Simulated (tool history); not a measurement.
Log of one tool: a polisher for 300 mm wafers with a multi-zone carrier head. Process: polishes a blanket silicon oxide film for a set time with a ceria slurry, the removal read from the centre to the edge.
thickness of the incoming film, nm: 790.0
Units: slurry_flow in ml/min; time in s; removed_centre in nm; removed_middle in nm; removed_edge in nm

Run 1, day 0: slurry_flow 235 ml/min, centre_zone 1, middle_zone 1, edge_zone 1, time 70 s. Result: removed_centre 271 nm, removed_middle 269.31 nm, removed_edge 265.1 nm.
Run 2, day 0.2: slurry_flow 230 ml/min, centre_zone 1.01, middle_zone 0.96, edge_zone 0.97, time 68 s. Result: removed_centre 261.51 nm, removed_middle 255.04 nm, removed_edge 256.96 nm.
Run 3, day 0.421: slurry_flow 230 ml/min, centre_zone 0.95, middle_zone 0.96, edge_zone 0.97, time 68 s. Result: removed_centre 244.7 nm, removed_middle 252.6 nm, removed_edge 257 nm.
Run 4, day 0.596: slurry_flow 230 ml/min, centre_zone 0.95, middle_zone 0.96, edge_zone 1.04, time 68 s. Result: removed_centre 248.25 nm, removed_middle 250.97 nm, removed_edge 262.97 nm.
Run 5, day 0.921: slurry_flow 210 ml/min, centre_zone 0.95, middle_zone 0.96, edge_zone 1.04, time 68 s. Result: removed_centre 242.09 nm, removed_middle 248.24 nm, removed_edge 255.83 nm.
Run 6, day 1.183: slurry_flow 210 ml/min, centre_zone 0.95, middle_zone 0.96, edge_zone 1.08, time 68 s. Result: removed_centre 244.79 nm, removed_middle 248.62 nm, removed_edge 261.49 nm.

Forecast run 7:
Run 7, day 1.512: slurry_flow 205 ml/min, centre_zone 1, middle_zone 0.94, edge_zone 1.06, time 66 s. Result: removed_centre ?, removed_middle ?, removed_edge ?.

removed_centre: 243.27 nm
removed_middle: 231.73 nm
removed_edge: 251.12 nm

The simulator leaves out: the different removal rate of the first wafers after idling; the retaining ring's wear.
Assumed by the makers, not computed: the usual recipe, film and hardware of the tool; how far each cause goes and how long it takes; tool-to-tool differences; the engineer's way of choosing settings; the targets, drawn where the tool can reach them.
